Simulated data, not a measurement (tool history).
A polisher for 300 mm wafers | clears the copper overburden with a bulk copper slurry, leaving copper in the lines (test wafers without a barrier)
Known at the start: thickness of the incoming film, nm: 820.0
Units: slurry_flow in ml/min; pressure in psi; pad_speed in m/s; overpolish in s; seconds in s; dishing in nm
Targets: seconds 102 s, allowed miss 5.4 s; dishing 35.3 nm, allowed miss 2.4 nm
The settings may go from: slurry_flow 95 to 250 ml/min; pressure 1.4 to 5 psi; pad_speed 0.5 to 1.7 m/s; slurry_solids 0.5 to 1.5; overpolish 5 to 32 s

| run | hour | slurry_flow | pressure | pad_speed | slurry_solids | overpolish | seconds | dishing |
|---|---|---|---|---|---|---|---|---|
| 1 | 0 | 160 | 3.2 | 1.1 | 1 | 16 | 81.908 | 74.428 |
| 2 | 4.5 | 160 | 2.9 | 1.14 | 1 | 14 | 88.576 | 64.769 |
| 3 | 6.2 | 160 | 2.9 | 1.14 | 1 | 8 | 90.202 | 44.031 |
| 4 | 12.4 | 145 | 2.9 | 1.14 | 1 | 8 | 90.371 | 40.547 |
| 5 | 15 | 140 | 2.8 | 1.14 | 1 | 8 | 94.435 | 41.718 |
| 6 | 22.9 | 140 | 2.8 | 1.14 | 1 | 12 | 92.153 | 56.114 |
| 7 | 27 | 140 | 2.8 | 1.12 | 1 | 11 | 95.826 | 50.732 |
| 8 | 30.8 | 140 | 2.8 | 1.12 | 1 | 10 | 95.777 | 47.975 |
| 9 | 38.7 | 140 | 2.8 | 1.12 | 1 | 9 | 97.332 | 44.835 |
| 10 | 40.7 | 140 | 2.8 | 1.12 | 1 | 8 | 95.743 | 41.379 |

Which of these 5 next moves meets every target?
| A | 42.7 | 180 | 2.6 | 1.24 | 1 | 10 | ? | ? |
| B | 42.7 | 170 | 2.4 | 1.1 | 1.25 | 6 | ? | ? |
| C | 42.7 | 115 | 2.8 | 1.04 | 1.25 | 7 | ? | ? |
| D | 42.7 | 150 | 3.2 | 1.08 | 0.95 | 5 | ? | ? |
| E | 42.7 | 170 | 3.7 | 0.88 | 1 | 5 | ? | ? |

| move | seconds | dishing |
|---|---|---|
| A | 89.463 | 49.951 |
| B | 103.21 | 29.563 |
| C | 100.61 | 34.727 |
| D | 87.246 | 29.714 |
| E | 89.326 | 29.324 |
A: further off than the last run
B: takes the result that was furthest off past its target
C: meets every target
D: takes the result that was furthest off past its target
E: takes the result that was furthest off past its target
The right move is C.
